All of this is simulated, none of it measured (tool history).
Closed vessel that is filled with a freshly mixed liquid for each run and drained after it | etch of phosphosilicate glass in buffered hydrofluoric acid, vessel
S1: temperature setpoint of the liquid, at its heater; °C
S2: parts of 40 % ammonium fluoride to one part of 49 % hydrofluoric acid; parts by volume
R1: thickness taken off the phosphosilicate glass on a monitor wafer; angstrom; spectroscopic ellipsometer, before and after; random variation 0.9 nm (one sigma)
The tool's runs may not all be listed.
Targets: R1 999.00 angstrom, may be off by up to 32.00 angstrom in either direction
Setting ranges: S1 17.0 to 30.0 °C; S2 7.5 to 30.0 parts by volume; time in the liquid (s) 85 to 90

run 1 hour=0.0 | S1=22.0 S2=21.0 time_in_the_liquid_(s)=85 | R1=1295.50
run 2 hour=8.7 | S1=21.5 S2=21.0 time_in_the_liquid_(s)=85 | R1=1244.20
run 3 hour=17.9 | S1=21.5 S2=24.5 time_in_the_liquid_(s)=85 | R1=1109.10
run 4 hour=23.5 | S1=21.5 S2=24.5 time_in_the_liquid_(s)=85 | R1=1125.90
run 5 hour=26.9 | S1=23.5 S2=24.5 time_in_the_liquid_(s)=85 | R1=1227.50
run 6 hour=32.8 | S1=25.0 S2=24.5 time_in_the_liquid_(s)=85 | R1=1358.00
run 7 hour=35.8 | S1=24.5 S2=24.5 time_in_the_liquid_(s)=85 | R1=1321.60
run 8 hour=40.1 | S1=24.0 S2=24.5 time_in_the_liquid_(s)=85 | R1=1286.30
run 9 hour=40.9 | S1=23.5 S2=24.5 time_in_the_liquid_(s)=85 | R1=1235.10
run 10 hour=47.4 | S1=23.0 S2=24.5 time_in_the_liquid_(s)=85 | R1=1220.60
run 11 hour=54.2 | S1=22.5 S2=24.5 time_in_the_liquid_(s)=85 | R1=1174.10
run 12 hour=62.5 | S1=22.0 S2=24.5 time_in_the_liquid_(s)=85 | R1=1144.60
run 13 hour=70.0 | S1=19.0 S2=25.0 time_in_the_liquid_(s)=85 | R1=945.19

Which one of the following 5 next-run settings gets every result inside its allowed miss? There is exactly one.
run A hour=77.5 | S1=21.0 S2=26.5 time_in_the_liquid_(s)=90 | R1=?
run B hour=77.5 | S1=19.5 S2=24.5 time_in_the_liquid_(s)=85 | R1=?
run C hour=77.5 | S1=22.0 S2=29.5 time_in_the_liquid_(s)=90 | R1=?
run D hour=77.5 | S1=19.5 S2=24.0 time_in_the_liquid_(s)=90 | R1=?
run E hour=77.5 | S1=19.0 S2=22.0 time_in_the_liquid_(s)=90 | R1=?

move=A R1=1093.70
move=B R1=1002.40
move=C R1=1074.00
move=D R1=1076.60
move=E R1=1111.40
A: moves the result that the last run missed by most past its target, out the other side
B: meets every target
C: moves the result that the last run missed by most past its target, out the other side
D: moves the result that the last run missed by most past its target, out the other side
E: moves the result that the last run missed by most past its target, out the other side
The right move is B.

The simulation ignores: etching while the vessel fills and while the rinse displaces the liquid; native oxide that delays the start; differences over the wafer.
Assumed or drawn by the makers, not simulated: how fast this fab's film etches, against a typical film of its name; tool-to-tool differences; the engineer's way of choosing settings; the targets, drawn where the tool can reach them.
